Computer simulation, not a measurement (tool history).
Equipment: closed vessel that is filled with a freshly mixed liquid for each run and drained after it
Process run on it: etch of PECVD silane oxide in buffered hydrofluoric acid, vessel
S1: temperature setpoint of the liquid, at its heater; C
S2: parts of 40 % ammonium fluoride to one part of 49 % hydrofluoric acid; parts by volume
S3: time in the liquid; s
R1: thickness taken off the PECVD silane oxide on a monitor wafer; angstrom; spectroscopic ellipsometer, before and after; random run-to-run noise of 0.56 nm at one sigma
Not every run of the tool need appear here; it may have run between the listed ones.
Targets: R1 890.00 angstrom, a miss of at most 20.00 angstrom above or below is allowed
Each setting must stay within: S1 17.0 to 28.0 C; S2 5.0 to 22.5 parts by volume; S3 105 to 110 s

run 1 hour=0.0 | S1=20.0 S2=13.5 S3=105 | R1=1439.30
run 2 hour=7.8 | S1=20.0 S2=15.0 S3=105 | R1=1290.70
run 3 hour=9.7 | S1=20.0 S2=15.0 S3=110 | R1=1354.50
run 4 hour=16.3 | S1=20.0 S2=15.0 S3=110 | R1=1357.10
run 5 hour=19.7 | S1=20.0 S2=13.0 S3=110 | R1=1567.40
run 6 hour=27.0 | S1=22.5 S2=13.0 S3=110 | R1=1797.80
run 7 hour=32.5 | S1=21.5 S2=14.5 S3=110 | R1=1526.00
run 8 hour=39.8 | S1=20.5 S2=15.5 S3=110 | R1=1358.10
run 9 hour=41.6 | S1=19.5 S2=16.5 S3=110 | R1=1210.70
run 10 hour=47.0 | S1=19.0 S2=17.0 S3=110 | R1=1144.90
run 11 hour=50.1 | S1=18.5 S2=17.5 S3=110 | R1=1076.20
run 12 hour=52.4 | S1=18.0 S2=18.0 S3=110 | R1=1006.90
run 13 hour=55.6 | S1=17.5 S2=18.5 S3=110 | R1=959.51

Next run, 4 choices. One meets every target within its allowed miss, the rest don't. Which?
run A hour=58.8 | S1=17.0 S2=20.5 S3=110 | R1=?
run B hour=58.8 | S1=19.0 S2=21.0 S3=105 | R1=?
run C hour=58.8 | S1=17.0 S2=18.5 S3=110 | R1=?
run D hour=58.8 | S1=17.0 S2=21.0 S3=110 | R1=?

move=A R1=844.67
move=B R1=888.57
move=C R1=928.07
move=D R1=830.73
A: carries the result that was furthest off beyond its target, to the other side
B: each result inside its tolerance
C: nearer the targets than the last run, but a result is still out of spec
D: carries the result that was furthest off beyond its target, to the other side
Answer: B

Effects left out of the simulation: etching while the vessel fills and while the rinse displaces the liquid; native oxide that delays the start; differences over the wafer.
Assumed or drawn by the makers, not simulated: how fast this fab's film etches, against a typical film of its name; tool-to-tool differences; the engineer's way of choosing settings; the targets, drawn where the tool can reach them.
